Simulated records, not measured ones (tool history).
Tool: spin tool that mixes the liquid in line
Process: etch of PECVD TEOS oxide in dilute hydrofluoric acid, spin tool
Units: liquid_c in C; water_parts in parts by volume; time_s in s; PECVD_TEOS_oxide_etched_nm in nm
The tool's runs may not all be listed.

{"run": 1, "hour": 0.0, "liquid_c": 24, "water_parts": 60, "time_s": 50, "PECVD_TEOS_oxide_etched_nm": 15.656}
{"run": 2, "hour": 2.2, "liquid_c": 23.5, "water_parts": 60, "time_s": 50, "PECVD_TEOS_oxide_etched_nm": 15.337}
{"run": 3, "hour": 3.8, "liquid_c": 27, "water_parts": 60, "time_s": 50, "PECVD_TEOS_oxide_etched_nm": 17.987}
{"run": 4, "hour": 12.4, "liquid_c": 27, "water_parts": 60, "time_s": 55, "PECVD_TEOS_oxide_etched_nm": 19.503}
{"run": 5, "hour": 19.3, "liquid_c": 26, "water_parts": 60, "time_s": 55, "PECVD_TEOS_oxide_etched_nm": 19.086}
{"run": 6, "hour": 22.2, "liquid_c": 26, "water_parts": 60, "time_s": 55, "PECVD_TEOS_oxide_etched_nm": 18.977}
{"run": 7, "hour": 24.8, "liquid_c": 25, "water_parts": 60, "time_s": 55, "PECVD_TEOS_oxide_etched_nm": 18.033}
{"run": 8, "hour": 30.4, "liquid_c": 24.5, "water_parts": 60, "time_s": 55, "PECVD_TEOS_oxide_etched_nm": 17.9}
{"run": 9, "hour": 36.0, "liquid_c": 24, "water_parts": 60, "time_s": 55, "PECVD_TEOS_oxide_etched_nm": 17.379}

Forecast run 10:
{"run": 10, "hour": 36.7, "liquid_c": 23.5, "water_parts": 60, "time_s": 55, "PECVD_TEOS_oxide_etched_nm": "?"}

Run 10 gave PECVD_TEOS_oxide_etched_nm 16.799 nm.

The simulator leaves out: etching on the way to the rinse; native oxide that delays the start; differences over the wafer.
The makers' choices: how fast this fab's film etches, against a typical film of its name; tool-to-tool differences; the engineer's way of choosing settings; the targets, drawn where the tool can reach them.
